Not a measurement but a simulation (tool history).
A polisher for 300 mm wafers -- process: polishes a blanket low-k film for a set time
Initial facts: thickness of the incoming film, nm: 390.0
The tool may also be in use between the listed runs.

| run | hour | flow of slurry (ml/min) | pressure of the wafer on the pad (psi) | speed of the pad under the wafer (m/s) | abrasive content of the slurry | polishing time (s) | film removed (nm) |
|---|---|---|---|---|---|---|---|
| 1 | 0 | 130 | 2.1 | 0.94 | 1 | 31 | 14.858 |
| 2 | 4.7 | 130 | 2.1 | 0.94 | 1 | 28 | 13.566 |
| 3 | 6.4 | 125 | 1.9 | 0.86 | 0.95 | 28 | 11.08 |
| 4 | 10.6 | 120 | 1.8 | 0.8 | 0.9 | 28 | 9.8639 |
| 5 | 17.4 | 115 | 1.7 | 0.74 | 0.85 | 28 | 8.2754 |
| 6 | 21.5 | 145 | 1.7 | 0.74 | 0.85 | 28 | 8.4938 |
| 7 | 25.9 | 125 | 1.1 | 0.48 | 0.6 | 28 | 3.2737 |

Run 8, settings as shown, results not yet in. Your forecast:
| 8 | 31 | 130 | 1.2 | 0.48 | 0.6 | 28 | ? |

film removed (nm): 3.5146

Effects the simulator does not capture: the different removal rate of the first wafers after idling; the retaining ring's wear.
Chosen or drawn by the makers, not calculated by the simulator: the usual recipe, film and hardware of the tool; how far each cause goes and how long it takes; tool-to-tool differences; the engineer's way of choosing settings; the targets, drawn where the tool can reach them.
